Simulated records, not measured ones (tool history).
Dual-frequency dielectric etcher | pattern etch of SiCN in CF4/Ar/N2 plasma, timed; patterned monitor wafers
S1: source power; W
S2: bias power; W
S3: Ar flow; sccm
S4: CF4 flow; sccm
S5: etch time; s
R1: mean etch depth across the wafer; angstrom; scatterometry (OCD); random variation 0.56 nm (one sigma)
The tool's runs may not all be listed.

{"run": 1, "day": 0.0, "S1": 420, "S2": 65, "S3": 73, "S4": 74, "S5": 102, "R1": 843.33}
{"run": 2, "day": 0.246, "S1": 420, "S2": 65, "S3": 69, "S4": 74, "S5": 102, "R1": 855.88}
{"run": 3, "day": 0.479, "S1": 440, "S2": 65, "S3": 69, "S4": 74, "S5": 102, "R1": 875.1}
{"run": 4, "day": 0.7, "S1": 440, "S2": 65, "S3": 69, "S4": 74, "S5": 102, "R1": 877.87}
{"run": 5, "day": 1.012, "S1": 460, "S2": 65, "S3": 69, "S4": 74, "S5": 102, "R1": 900.05}
{"run": 6, "day": 1.383, "S1": 480, "S2": 66, "S3": 69, "S4": 74, "S5": 102, "R1": 929.84}
{"run": 7, "day": 1.754, "S1": 480, "S2": 66, "S3": 69, "S4": 74, "S5": 102, "R1": 935.41}
{"run": 8, "day": 1.854, "S1": 500, "S2": 66, "S3": 69, "S4": 74, "S5": 102, "R1": 953.85}
{"run": 9, "day": 2.029, "S1": 510, "S2": 67, "S3": 69, "S4": 74, "S5": 102, "R1": 974.94}
{"run": 10, "day": 2.321, "S1": 520, "S2": 68, "S3": 69, "S4": 74, "S5": 102, "R1": 996.7}

Forecast run 11:
{"run": 11, "day": 2.642, "S1": 530, "S2": 68, "S3": 69, "S4": 74, "S5": 102, "R1": "?"}

R1: 1004.5 angstrom

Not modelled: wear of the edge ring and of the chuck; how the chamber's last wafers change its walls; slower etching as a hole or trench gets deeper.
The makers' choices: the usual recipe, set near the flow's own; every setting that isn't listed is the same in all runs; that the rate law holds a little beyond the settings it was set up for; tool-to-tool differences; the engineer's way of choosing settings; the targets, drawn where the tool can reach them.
